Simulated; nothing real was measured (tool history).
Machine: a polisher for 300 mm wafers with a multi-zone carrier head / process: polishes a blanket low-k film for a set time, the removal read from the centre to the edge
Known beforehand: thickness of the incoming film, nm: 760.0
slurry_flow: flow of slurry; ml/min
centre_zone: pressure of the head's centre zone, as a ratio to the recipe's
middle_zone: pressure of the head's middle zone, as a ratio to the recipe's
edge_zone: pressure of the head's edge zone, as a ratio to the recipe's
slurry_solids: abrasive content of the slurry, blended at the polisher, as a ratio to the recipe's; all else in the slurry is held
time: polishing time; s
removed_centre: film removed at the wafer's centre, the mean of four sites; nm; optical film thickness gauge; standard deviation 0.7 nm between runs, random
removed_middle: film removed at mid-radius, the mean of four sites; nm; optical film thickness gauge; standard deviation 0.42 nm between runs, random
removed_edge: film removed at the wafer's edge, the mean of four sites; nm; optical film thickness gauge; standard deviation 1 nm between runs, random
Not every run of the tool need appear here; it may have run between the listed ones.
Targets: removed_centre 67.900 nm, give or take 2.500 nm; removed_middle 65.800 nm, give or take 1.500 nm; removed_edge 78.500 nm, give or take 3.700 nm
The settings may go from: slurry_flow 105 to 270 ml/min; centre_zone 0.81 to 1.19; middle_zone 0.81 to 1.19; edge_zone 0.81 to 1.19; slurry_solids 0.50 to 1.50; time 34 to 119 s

| run | hour | slurry_flow | centre_zone | middle_zone | edge_zone | slurry_solids | time | removed_centre | removed_middle | removed_edge |
|---|---|---|---|---|---|---|---|---|---|---|
| 1 | 0.0 | 175 | 1.00 | 1.00 | 1.00 | 1.00 | 76 | 46.068 | 46.008 | 45.245 |
| 2 | 6.0 | 150 | 1.00 | 1.00 | 1.00 | 1.00 | 76 | 45.300 | 44.051 | 44.097 |
| 3 | 9.3 | 150 | 0.95 | 1.00 | 1.00 | 1.00 | 76 | 42.940 | 44.397 | 45.067 |
| 4 | 13.7 | 150 | 0.95 | 0.98 | 1.04 | 1.10 | 80 | 46.083 | 47.732 | 50.747 |
| 5 | 18.2 | 150 | 0.95 | 0.98 | 1.04 | 1.10 | 88 | 51.269 | 52.820 | 55.822 |
| 6 | 20.6 | 150 | 0.95 | 0.98 | 1.04 | 1.10 | 79 | 45.110 | 47.237 | 48.028 |
| 7 | 26.0 | 140 | 0.95 | 0.95 | 1.05 | 1.20 | 86 | 51.181 | 51.744 | 55.842 |
| 8 | 32.5 | 145 | 0.96 | 0.93 | 1.08 | 1.25 | 89 | 53.710 | 53.839 | 58.778 |
| 9 | 41.4 | 135 | 0.96 | 0.92 | 1.10 | 1.30 | 93 | 56.694 | 55.274 | 64.322 |
| 10 | 50.3 | 135 | 0.96 | 0.92 | 1.10 | 1.30 | 93 | 56.751 | 55.489 | 64.080 |
| 11 | 57.7 | 145 | 0.97 | 0.92 | 1.12 | 1.35 | 94 | 58.390 | 57.267 | 67.826 |
| 12 | 64.0 | 160 | 0.99 | 0.94 | 1.13 | 1.40 | 94 | 63.755 | 60.669 | 67.828 |
| 13 | 68.2 | 160 | 0.98 | 0.93 | 1.14 | 1.40 | 96 | 63.814 | 60.638 | 68.874 |

4 candidate next runs follow, results not yet known. Just one meets every target within its allowed miss. Identify it.
| A | 72.4 | 170 | 0.98 | 0.91 | 1.14 | 1.30 | 92 | ? | ? | ? |
| B | 72.4 | 170 | 0.98 | 0.99 | 1.03 | 1.35 | 104 | ? | ? | ? |
| C | 72.4 | 130 | 0.98 | 0.93 | 1.16 | 1.30 | 111 | ? | ? | ? |
| D | 72.4 | 185 | 0.95 | 0.98 | 1.05 | 1.50 | 85 | ? | ? | ? |

| move | removed_centre | removed_middle | removed_edge |
|---|---|---|---|
| A | 59.226 | 56.524 | 66.418 |
| B | 67.959 | 69.571 | 72.308 |
| C | 68.164 | 66.581 | 78.432 |
| D | 56.717 | 59.292 | 62.545 |
A: further off than the last run
B: carries the result that was furthest off beyond its target, to the other side
C: hits every target within its allowed miss
D: further off than the last run
The move that meets every target is C.
